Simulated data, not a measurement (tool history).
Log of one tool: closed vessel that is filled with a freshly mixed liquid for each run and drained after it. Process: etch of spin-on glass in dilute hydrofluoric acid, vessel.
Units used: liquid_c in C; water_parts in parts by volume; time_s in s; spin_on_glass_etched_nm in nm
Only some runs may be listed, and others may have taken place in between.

Run 1, day 0: liquid_c 20 C, water_parts 45 parts by volume, time_s 100 s. Result: spin_on_glass_etched_nm 124.36 nm.
Run 2, day 0.15: liquid_c 17 C, water_parts 45 parts by volume, time_s 100 s. Result: spin_on_glass_etched_nm 109.44 nm.
Run 3, day 0.267: liquid_c 18.5 C, water_parts 45 parts by volume, time_s 100 s. Result: spin_on_glass_etched_nm 116.4 nm.
Run 4, day 0.558: liquid_c 18.5 C, water_parts 45 parts by volume, time_s 105 s. Result: spin_on_glass_etched_nm 123.17 nm.
Run 5, day 0.733: liquid_c 19.5 C, water_parts 45 parts by volume, time_s 105 s. Result: spin_on_glass_etched_nm 127.67 nm.
Run 6, day 0.908: liquid_c 19.5 C, water_parts 45 parts by volume, time_s 105 s. Result: spin_on_glass_etched_nm 127.47 nm.
Run 7, day 1.154: liquid_c 20.5 C, water_parts 45 parts by volume, time_s 105 s. Result: spin_on_glass_etched_nm 132.92 nm.
Run 8, day 1.446: liquid_c 21.5 C, water_parts 45 parts by volume, time_s 105 s. Result: spin_on_glass_etched_nm 138.41 nm.
Run 9, day 1.525: liquid_c 22.5 C, water_parts 45 parts by volume, time_s 105 s. Result: spin_on_glass_etched_nm 144.92 nm.
Run 10, day 1.842: liquid_c 23 C, water_parts 45 parts by volume, time_s 105 s. Result: spin_on_glass_etched_nm 148.82 nm.

The next listed run, before its measurement:
Run 11, day 2.054: liquid_c 23.5 C, water_parts 45 parts by volume, time_s 105 s. Result: spin_on_glass_etched_nm ?.

{"run 11": {"spin_on_glass_etched_nm": 151.68}}
